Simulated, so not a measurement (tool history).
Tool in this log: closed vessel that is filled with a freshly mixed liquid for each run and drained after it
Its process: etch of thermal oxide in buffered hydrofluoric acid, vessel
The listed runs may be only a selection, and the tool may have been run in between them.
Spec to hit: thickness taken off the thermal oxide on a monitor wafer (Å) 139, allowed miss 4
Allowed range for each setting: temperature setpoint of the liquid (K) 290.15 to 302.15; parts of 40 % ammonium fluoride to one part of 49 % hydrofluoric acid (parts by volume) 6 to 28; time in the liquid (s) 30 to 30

| run | day | temperature setpoint of the liquid (K) | parts of 40 % ammonium fluoride to one part of 49 % hydrofluoric acid (parts by volume) | time in the liquid (s) | thickness taken off the thermal oxide on a monitor wafer (Å) |
|---|---|---|---|---|---|
| 1 | 0 | 294.15 | 17 | 30 | 200.54 |
| 2 | 0.05 | 297.65 | 17 | 30 | 242.45 |
| 3 | 0.258 | 295.65 | 18 | 30 | 203.38 |
| 4 | 0.321 | 294.15 | 18.5 | 30 | 183.33 |
| 5 | 0.554 | 294.15 | 18.5 | 30 | 182.16 |
| 6 | 0.696 | 293.15 | 19 | 30 | 171.53 |
| 7 | 0.992 | 290.15 | 20.5 | 30 | 133.19 |
| 8 | 1.312 | 290.15 | 20.5 | 30 | 131.71 |

Exercise: of the 5 proposed moves below, exactly one satisfies all targets within the stated allowed misses. Which move is it?
| A | 1.633 | 290.15 | 21.5 | 30 | ? |
| B | 1.633 | 291.15 | 20.5 | 30 | ? |
| C | 1.633 | 290.15 | 21 | 30 | ? |
| D | 1.633 | 290.65 | 21.5 | 30 | ? |
| E | 1.633 | 290.65 | 22.5 | 30 | ? |

| move | thickness taken off the thermal oxide on a monitor wafer (Å) |
|---|---|
| A | 129.07 |
| B | 141.23 |
| C | 131.19 |
| D | 132.82 |
| E | 128.71 |
A: misses by more than the last run did
B: each result inside its tolerance
C: misses by more than the last run did
D: an improvement on the last run, though not all results are within tolerance
E: misses by more than the last run did
B is the move that brings every result within its allowed miss.
